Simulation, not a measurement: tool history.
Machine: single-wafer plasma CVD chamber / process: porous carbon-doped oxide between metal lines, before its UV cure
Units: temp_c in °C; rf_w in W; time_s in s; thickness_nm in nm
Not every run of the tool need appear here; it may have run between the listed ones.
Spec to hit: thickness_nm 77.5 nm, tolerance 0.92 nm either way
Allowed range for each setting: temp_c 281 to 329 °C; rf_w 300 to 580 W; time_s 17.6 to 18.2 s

Run 1, day 0: temp_c 305 °C, rf_w 440 W, time_s 17.6 s. Result: thickness_nm 85.567 nm.
Run 2, day 0.208: temp_c 305 °C, rf_w 440 W, time_s 17.6 s. Result: thickness_nm 85.551 nm.
Run 3, day 0.471: temp_c 305 °C, rf_w 440 W, time_s 17.6 s. Result: thickness_nm 85.629 nm.
Run 4, day 0.562: temp_c 310 °C, rf_w 440 W, time_s 17.6 s. Result: thickness_nm 83.936 nm.
Run 5, day 0.588: temp_c 310 °C, rf_w 440 W, time_s 17.6 s. Result: thickness_nm 83.451 nm.
Run 6, day 0.671: temp_c 310 °C, rf_w 440 W, time_s 18.2 s. Result: thickness_nm 86.818 nm.
Run 7, day 0.896: temp_c 315 °C, rf_w 435 W, time_s 18.2 s. Result: thickness_nm 83.908 nm.
Run 8, day 1.025: temp_c 318 °C, rf_w 430 W, time_s 18.2 s. Result: thickness_nm 81.495 nm.

Which of these 5 next moves meets every target?
Run A, day 1.154: temp_c 318 °C, rf_w 425 W, time_s 18.2 s. Result: thickness_nm ?.
Run B, day 1.154: temp_c 314 °C, rf_w 425 W, time_s 17.6 s. Result: thickness_nm ?.
Run C, day 1.154: temp_c 318 °C, rf_w 415 W, time_s 18 s. Result: thickness_nm ?.
Run D, day 1.154: temp_c 318 °C, rf_w 430 W, time_s 18 s. Result: thickness_nm ?.
Run E, day 1.154: temp_c 313 °C, rf_w 455 W, time_s 17.7 s. Result: thickness_nm ?.

move  thickness_nm
   A          80.5
   B        79.417
   C        77.807
   D        80.562
   E        85.641
A: an improvement on the last run, though not all results are within tolerance
B: an improvement on the last run, though not all results are within tolerance
C: every result lands within tolerance
D: an improvement on the last run, though not all results are within tolerance
E: the biggest miss grows against the last run
So the answer is move C, the one that meets all the targets.
